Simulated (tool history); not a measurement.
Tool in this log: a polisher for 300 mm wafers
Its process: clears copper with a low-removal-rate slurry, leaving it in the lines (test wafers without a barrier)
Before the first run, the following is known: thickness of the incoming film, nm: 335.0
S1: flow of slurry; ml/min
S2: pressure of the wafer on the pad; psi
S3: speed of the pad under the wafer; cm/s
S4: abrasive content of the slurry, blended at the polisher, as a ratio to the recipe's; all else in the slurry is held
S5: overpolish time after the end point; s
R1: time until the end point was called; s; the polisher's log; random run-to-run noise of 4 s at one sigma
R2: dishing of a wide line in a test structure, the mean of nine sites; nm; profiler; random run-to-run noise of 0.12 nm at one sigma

{"run": 1, "day": 0.0, "S1": 125, "S2": 2.7, "S3": 114, "S4": 1.0, "S5": 9, "R1": 118.28, "R2": 17.904}
{"run": 2, "day": 0.033, "S1": 125, "S2": 3.2, "S3": 114, "S4": 1.0, "S5": 9, "R1": 100.31, "R2": 20.918}
{"run": 3, "day": 0.275, "S1": 145, "S2": 3.2, "S3": 114, "S4": 1.0, "S5": 9, "R1": 99.344, "R2": 21.645}
{"run": 4, "day": 0.417, "S1": 145, "S2": 3.0, "S3": 110, "S4": 1.0, "S5": 9, "R1": 108.0, "R2": 19.959}
{"run": 5, "day": 0.625, "S1": 145, "S2": 3.4, "S3": 110, "S4": 1.0, "S5": 9, "R1": 96.038, "R2": 21.777}
{"run": 6, "day": 0.771, "S1": 145, "S2": 3.2, "S3": 106, "S4": 1.0, "S5": 9, "R1": 103.16, "R2": 19.933}
{"run": 7, "day": 1.104, "S1": 140, "S2": 3.0, "S3": 102, "S4": 1.0, "S5": 9, "R1": 114.48, "R2": 18.138}
{"run": 8, "day": 1.433, "S1": 115, "S2": 2.3, "S3": 76, "S4": 0.95, "S5": 11, "R1": 212.81, "R2": 13.288}
{"run": 9, "day": 1.7, "S1": 115, "S2": 2.2, "S3": 76, "S4": 0.95, "S5": 11, "R1": 219.74, "R2": 12.872}

Predict the results of run 10:
{"run": 10, "day": 1.954, "S1": 110, "S2": 2.0, "S3": 76, "S4": 0.95, "S5": 10, "R1": "?", "R2": "?"}

{"run 10": {"R1": 247.98, "R2": 10.794}}
